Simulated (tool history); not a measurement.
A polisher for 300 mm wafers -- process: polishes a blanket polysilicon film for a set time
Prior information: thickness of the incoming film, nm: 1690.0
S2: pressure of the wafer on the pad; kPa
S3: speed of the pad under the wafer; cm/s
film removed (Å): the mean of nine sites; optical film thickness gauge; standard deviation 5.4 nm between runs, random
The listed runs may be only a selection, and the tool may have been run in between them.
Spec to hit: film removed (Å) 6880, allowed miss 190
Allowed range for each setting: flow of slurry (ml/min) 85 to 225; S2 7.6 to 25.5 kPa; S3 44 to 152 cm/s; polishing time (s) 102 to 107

run 1 day=0 | flow_of_slurry_(ml/min)=145 S2=16.5 S3=98 polishing_time_(s)=102 | film_removed_(Å)=5889.1
run 2 day=0.112 | flow_of_slurry_(ml/min)=165 S2=16.5 S3=98 polishing_time_(s)=102 | film_removed_(Å)=5984
run 3 day=0.392 | flow_of_slurry_(ml/min)=165 S2=13.8 S3=98 polishing_time_(s)=102 | film_removed_(Å)=5039.5
run 4 day=0.625 | flow_of_slurry_(ml/min)=165 S2=14.5 S3=98 polishing_time_(s)=102 | film_removed_(Å)=5277.2
run 5 day=0.779 | flow_of_slurry_(ml/min)=200 S2=14.5 S3=98 polishing_time_(s)=102 | film_removed_(Å)=5395.1
run 6 day=0.996 | flow_of_slurry_(ml/min)=200 S2=13.1 S3=98 polishing_time_(s)=102 | film_removed_(Å)=4900.3
run 7 day=1.25 | flow_of_slurry_(ml/min)=200 S2=13.1 S3=98 polishing_time_(s)=102 | film_removed_(Å)=4875.3
run 8 day=1.558 | flow_of_slurry_(ml/min)=200 S2=13.8 S3=98 polishing_time_(s)=102 | film_removed_(Å)=5114.1
run 9 day=1.625 | flow_of_slurry_(ml/min)=200 S2=14.5 S3=98 polishing_time_(s)=102 | film_removed_(Å)=5367.1

Of the 5 settings listed for the next run, only one would bring every result within its allowed miss of target. Which one?
run A day=1.692 | flow_of_slurry_(ml/min)=205 S2=15.2 S3=114 polishing_time_(s)=107 | film_removed_(Å)=?
run B day=1.692 | flow_of_slurry_(ml/min)=195 S2=15.9 S3=102 polishing_time_(s)=107 | film_removed_(Å)=?
run C day=1.692 | flow_of_slurry_(ml/min)=205 S2=17.9 S3=114 polishing_time_(s)=107 | film_removed_(Å)=?
run D day=1.692 | flow_of_slurry_(ml/min)=225 S2=9.7 S3=92 polishing_time_(s)=102 | film_removed_(Å)=?
run E day=1.692 | flow_of_slurry_(ml/min)=225 S2=22.8 S3=80 polishing_time_(s)=107 | film_removed_(Å)=?

move=A film_removed_(Å)=6870.4
move=B film_removed_(Å)=6404.9
move=C film_removed_(Å)=8078.8
move=D film_removed_(Å)=3478.9
move=E film_removed_(Å)=7298.2
A: meets every target
B: gains on the last run, yet a result remains outside its allowed miss
C: pushes the last run's worst result past its target
D: moves away from the targets compared with the last run
E: pushes the last run's worst result past its target
So the answer is move A, the one that meets all the targets.
